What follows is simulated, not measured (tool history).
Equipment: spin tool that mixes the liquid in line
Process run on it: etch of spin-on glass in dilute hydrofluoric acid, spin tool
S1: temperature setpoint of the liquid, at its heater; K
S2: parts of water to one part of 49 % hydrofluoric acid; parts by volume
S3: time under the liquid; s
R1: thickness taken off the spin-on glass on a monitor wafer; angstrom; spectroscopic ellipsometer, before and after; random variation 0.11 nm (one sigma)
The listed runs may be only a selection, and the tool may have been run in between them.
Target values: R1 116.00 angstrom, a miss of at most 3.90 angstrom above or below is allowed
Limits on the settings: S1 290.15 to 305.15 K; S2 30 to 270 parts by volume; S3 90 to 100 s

{"run": 1, "hour": 0.0, "S1": 297.15, "S2": 150, "S3": 90, "R1": 198.52}
{"run": 2, "hour": 1.3, "S1": 295.15, "S2": 150, "S3": 90, "R1": 183.85}
{"run": 3, "hour": 5.0, "S1": 294.15, "S2": 160, "S3": 90, "R1": 163.54}
{"run": 4, "hour": 6.9, "S1": 294.15, "S2": 160, "S3": 100, "R1": 186.66}
{"run": 5, "hour": 9.5, "S1": 293.15, "S2": 170, "S3": 100, "R1": 163.29}
{"run": 6, "hour": 18.2, "S1": 292.65, "S2": 175, "S3": 100, "R1": 155.74}
{"run": 7, "hour": 19.2, "S1": 292.15, "S2": 180, "S3": 100, "R1": 148.89}
{"run": 8, "hour": 21.6, "S1": 291.65, "S2": 185, "S3": 100, "R1": 139.64}

Which of these 4 next moves meets every target?
{"run": "A", "hour": 24.0, "S1": 290.15, "S2": 195, "S3": 95, "R1": "?"}
{"run": "B", "hour": 24.0, "S1": 290.65, "S2": 185, "S3": 95, "R1": "?"}
{"run": "C", "hour": 24.0, "S1": 290.65, "S2": 200, "S3": 90, "R1": "?"}
{"run": "D", "hour": 24.0, "S1": 292.15, "S2": 185, "S3": 90, "R1": "?"}

move=A R1=116.63
move=B R1=126.60
move=C R1=109.39
move=D R1=127.29
A: each result inside its tolerance
B: better than the last run, though not everything is in spec
C: takes the result that was furthest off past its target
D: better than the last run, though not everything is in spec
Answer: A
